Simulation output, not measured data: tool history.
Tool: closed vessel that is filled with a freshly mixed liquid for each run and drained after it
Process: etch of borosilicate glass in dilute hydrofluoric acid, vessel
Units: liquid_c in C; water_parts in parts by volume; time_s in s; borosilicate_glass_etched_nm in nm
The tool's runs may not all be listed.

run,hour,liquid_c,water_parts,time_s,borosilicate_glass_etched_nm
1,0.0,24.0,225,615,81.866
2,8.3,24.0,225,615,82.462
3,14.4,20.5,225,615,71.775
4,17.0,22.0,225,615,75.915
5,23.8,22.0,270,615,60.731
6,32.5,24.0,265,615,66.736
7,38.5,28.0,240,615,86.753
8,43.4,28.5,240,615,87.856

Run 9 comes next. What will it give?
9,46.3,29.0,240,615,?

{"run 9": {"borosilicate_glass_etched_nm": 90.452}}

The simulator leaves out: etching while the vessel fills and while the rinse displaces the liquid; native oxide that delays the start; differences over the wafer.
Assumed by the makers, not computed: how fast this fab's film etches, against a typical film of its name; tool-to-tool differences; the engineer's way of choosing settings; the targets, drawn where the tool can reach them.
